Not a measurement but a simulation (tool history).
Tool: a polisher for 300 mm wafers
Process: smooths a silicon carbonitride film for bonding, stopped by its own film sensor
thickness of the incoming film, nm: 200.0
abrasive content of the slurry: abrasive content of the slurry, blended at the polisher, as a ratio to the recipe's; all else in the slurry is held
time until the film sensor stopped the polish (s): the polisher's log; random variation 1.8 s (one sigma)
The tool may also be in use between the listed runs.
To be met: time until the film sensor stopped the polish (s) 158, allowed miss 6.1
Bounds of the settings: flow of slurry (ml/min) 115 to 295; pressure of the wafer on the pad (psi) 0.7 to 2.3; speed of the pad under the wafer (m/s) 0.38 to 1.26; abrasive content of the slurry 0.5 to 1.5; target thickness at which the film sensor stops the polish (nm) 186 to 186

run	hour	flow of slurry (ml/min)	pressure of the wafer on the pad (psi)	speed of the pad under the wafer (m/s)	abrasive content of the slurry	target thickness at which the film sensor stops the polish (nm)	time until the film sensor stopped the polish (s)
1	0	190	1.5	0.82	1	186	101.24
2	3.6	190	1.4	0.82	1	186	104.75
3	6.3	190	1.7	0.82	1	186	92.838
4	12.2	190	1.5	0.8	1	186	105.78
5	18.2	190	1.4	0.8	1	186	111.33
6	25.8	190	1.3	0.8	1	186	117.6
7	30.8	190	1.3	0.8	1	186	115.45
8	36.5	190	1.2	0.8	1	186	125.65
9	42.8	190	1.1	0.8	1	186	135.42
10	44.4	185	1	0.8	1	186	145.05
11	50.8	180	1	0.8	1	186	146.98
12	52.3	175	1	0.8	1	186	147.25
13	59.8	170	1	0.8	1	186	145.27

Which of these 5 next moves meets every target?
A	67.3	240	1.1	0.66	0.9	186	?
B	67.3	165	1	0.92	1.1	186	?
C	67.3	225	1.1	0.8	0.95	186	?
D	67.3	180	1.1	0.72	1.05	186	?
E	67.3	240	1.4	0.56	1.3	186	?

move	time until the film sensor stopped the polish (s)
A	158.26
B	125.78
C	133.68
D	143.01
E	129.44
A: meets every target
B: further off than the last run
C: further off than the last run
D: further off than the last run
E: further off than the last run
Move A is the one to make.
